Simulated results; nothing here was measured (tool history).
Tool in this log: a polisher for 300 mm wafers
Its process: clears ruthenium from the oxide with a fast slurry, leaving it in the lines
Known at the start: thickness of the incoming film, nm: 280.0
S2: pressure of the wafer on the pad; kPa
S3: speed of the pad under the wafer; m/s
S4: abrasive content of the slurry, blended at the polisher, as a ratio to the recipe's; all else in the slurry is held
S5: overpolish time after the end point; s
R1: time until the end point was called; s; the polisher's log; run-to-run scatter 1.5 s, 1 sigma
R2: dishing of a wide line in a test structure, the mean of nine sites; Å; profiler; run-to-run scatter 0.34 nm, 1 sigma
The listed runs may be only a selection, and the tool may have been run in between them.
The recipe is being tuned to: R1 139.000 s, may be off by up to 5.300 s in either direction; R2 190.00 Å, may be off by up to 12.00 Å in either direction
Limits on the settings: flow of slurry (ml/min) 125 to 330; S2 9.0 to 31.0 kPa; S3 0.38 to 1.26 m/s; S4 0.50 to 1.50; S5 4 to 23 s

{"run": 1, "hour": 0.0, "flow of slurry (ml/min)": 210, "S2": 20.0, "S3": 0.82, "S4": 1.0, "S5": 12, "R1": 74.483, "R2": 265.93}
{"run": 2, "hour": 8.2, "flow of slurry (ml/min)": 210, "S2": 20.0, "S3": 0.82, "S4": 1.0, "S5": 10, "R1": 72.668, "R2": 232.99}
{"run": 3, "hour": 15.5, "flow of slurry (ml/min)": 210, "S2": 16.5, "S3": 0.8, "S4": 1.0, "S5": 11, "R1": 85.012, "R2": 224.71}
{"run": 4, "hour": 19.7, "flow of slurry (ml/min)": 210, "S2": 14.5, "S3": 0.8, "S4": 1.0, "S5": 11, "R1": 93.536, "R2": 212.09}
{"run": 5, "hour": 28.7, "flow of slurry (ml/min)": 190, "S2": 14.5, "S3": 0.8, "S4": 1.0, "S5": 11, "R1": 94.387, "R2": 216.43}
{"run": 6, "hour": 33.3, "flow of slurry (ml/min)": 190, "S2": 14.5, "S3": 0.98, "S4": 1.0, "S5": 11, "R1": 77.817, "R2": 243.23}
{"run": 7, "hour": 38.9, "flow of slurry (ml/min)": 185, "S2": 12.4, "S3": 0.88, "S4": 1.0, "S5": 12, "R1": 96.403, "R2": 221.79}
{"run": 8, "hour": 47.5, "flow of slurry (ml/min)": 180, "S2": 11.0, "S3": 0.82, "S4": 1.0, "S5": 12, "R1": 107.87, "R2": 202.3}
{"run": 9, "hour": 54.9, "flow of slurry (ml/min)": 180, "S2": 9.0, "S3": 0.64, "S4": 0.95, "S5": 15, "R1": 158.03, "R2": 177.36}

Consider the 4 candidate settings below. Which is the only one whose results all fall within their allowed miss of target?
{"run": "A", "hour": 62.3, "flow of slurry (ml/min)": 215, "S2": 9.7, "S3": 0.6, "S4": 1.05, "S5": 15, "R1": "?", "R2": "?"}
{"run": "B", "hour": 62.3, "flow of slurry (ml/min)": 185, "S2": 10.3, "S3": 0.68, "S4": 1.1, "S5": 11, "R1": "?", "R2": "?"}
{"run": "C", "hour": 62.3, "flow of slurry (ml/min)": 255, "S2": 10.3, "S3": 0.7, "S4": 0.85, "S5": 11, "R1": "?", "R2": "?"}
{"run": "D", "hour": 62.3, "flow of slurry (ml/min)": 175, "S2": 10.3, "S3": 0.64, "S4": 1.05, "S5": 14, "R1": "?", "R2": "?"}

move=A R1=151.160 R2=184.81
move=B R1=128.310 R2=165.52
move=C R1=138.770 R2=155.73
move=D R1=140.210 R2=185.66
A: nearer than the last run, and not there yet
B: takes the result that was furthest off past its target
C: brings the last run's worst result on target, with another outside its allowed miss
D: meets every target
D meets every target.
